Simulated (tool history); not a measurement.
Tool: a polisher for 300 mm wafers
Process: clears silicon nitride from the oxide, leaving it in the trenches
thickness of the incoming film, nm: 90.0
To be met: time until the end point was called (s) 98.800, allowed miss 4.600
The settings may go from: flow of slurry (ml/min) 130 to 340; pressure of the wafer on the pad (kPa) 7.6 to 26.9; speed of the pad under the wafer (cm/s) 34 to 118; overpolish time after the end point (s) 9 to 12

run	hour	flow of slurry (ml/min)	pressure of the wafer on the pad (kPa)	speed of the pad under the wafer (cm/s)	overpolish time after the end point (s)	time until the end point was called (s)
1	0.0	220	17.2	76	12	182.150
2	3.2	220	15.9	76	12	201.990
3	4.5	220	15.9	76	12	195.710
4	8.6	220	18.6	78	12	172.850
5	12.4	220	20.7	82	12	148.710
6	15.5	220	23.4	82	12	127.490
7	21.1	220	24.1	84	12	125.140
8	28.0	220	24.8	86	12	116.920
9	36.2	220	25.5	88	12	112.080

Which of these 5 next moves meets every target?
A	44.4	260	25.5	112	12	?
B	44.4	210	25.5	112	9	?
C	44.4	210	25.5	114	12	?
D	44.4	245	26.9	106	12	?
E	44.4	215	25.5	100	12	?

move	time until the end point was called (s)
A	86.591
B	88.591
C	87.068
D	87.539
E	98.710
A: takes the result that was furthest off past its target
B: takes the result that was furthest off past its target
C: takes the result that was furthest off past its target
D: takes the result that was furthest off past its target
E: meets every target
Answer: E
